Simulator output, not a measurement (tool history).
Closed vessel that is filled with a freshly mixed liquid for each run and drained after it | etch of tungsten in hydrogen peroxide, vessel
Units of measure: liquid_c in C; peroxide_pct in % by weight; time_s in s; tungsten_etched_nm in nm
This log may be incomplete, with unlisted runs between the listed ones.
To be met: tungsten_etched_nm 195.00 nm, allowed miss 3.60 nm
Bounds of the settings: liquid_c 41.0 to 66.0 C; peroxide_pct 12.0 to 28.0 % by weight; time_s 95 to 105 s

run  hour  liquid_c  peroxide_pct  time_s  tungsten_etched_nm
  1   0.0      57.0          19.0      95              401.10
  2   3.5      57.0          15.5      95              368.76
  3   6.6      54.0          15.5      95              305.56
  4   9.9      54.0          17.5      95              323.59
  5  18.9      54.0          14.5      95              295.53
  6  22.5      52.0          14.5      95              261.33
  7  27.1      50.5          14.5      95              237.49
  8  30.4      49.5          14.5      95              226.30
  9  34.7      46.5          14.5      95              186.38

Exactly one of the 4 candidate moves below puts every result within its allowed miss. Which one?
  A  39.0      46.5          13.0     100                   ?
  B  39.0      47.0          13.0     105                   ?
  C  39.0      47.0          12.0      95                   ?
  D  39.0      48.0          12.0     100                   ?

move  tungsten_etched_nm
   A              186.82
   B              202.38
   C              175.92
   D              197.04
A: gains on the last run, yet a result remains outside its allowed miss
B: takes the biggest miss from the last run beyond its target
C: lands further from the targets than the last run did
D: meets every target
Correct choice: D, which meets every target

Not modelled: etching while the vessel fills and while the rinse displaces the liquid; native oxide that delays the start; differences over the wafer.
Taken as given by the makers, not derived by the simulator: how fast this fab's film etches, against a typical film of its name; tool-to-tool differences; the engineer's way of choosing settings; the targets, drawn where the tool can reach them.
